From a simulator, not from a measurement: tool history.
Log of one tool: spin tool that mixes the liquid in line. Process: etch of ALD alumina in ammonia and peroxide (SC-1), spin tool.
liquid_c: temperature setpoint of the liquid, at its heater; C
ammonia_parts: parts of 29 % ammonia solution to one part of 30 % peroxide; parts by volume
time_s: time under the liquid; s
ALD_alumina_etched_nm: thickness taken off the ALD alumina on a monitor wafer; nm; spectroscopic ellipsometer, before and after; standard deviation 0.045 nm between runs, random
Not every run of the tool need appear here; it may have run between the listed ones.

run  hour  liquid_c  ammonia_parts  time_s  ALD_alumina_etched_nm
  1   0.0      61.0           0.85      70                 6.0027
  2   7.8      61.0           0.85      50                 4.2279
  3  12.8      61.0           0.60      50                 4.1635
  4  16.7      61.0           0.60      50                 4.1792
  5  20.8      56.0           0.60      50                 3.1859
  6  23.3      56.0           0.60      70                 4.4736
  7  30.3      57.0           0.60      70                 4.6963
  8  35.6      57.5           0.60      70                 4.8122

Run 9, settings as shown, results not yet in. Your forecast:
  9  43.7      58.0           0.60      70                      ?

ALD_alumina_etched_nm: 4.9009 nm
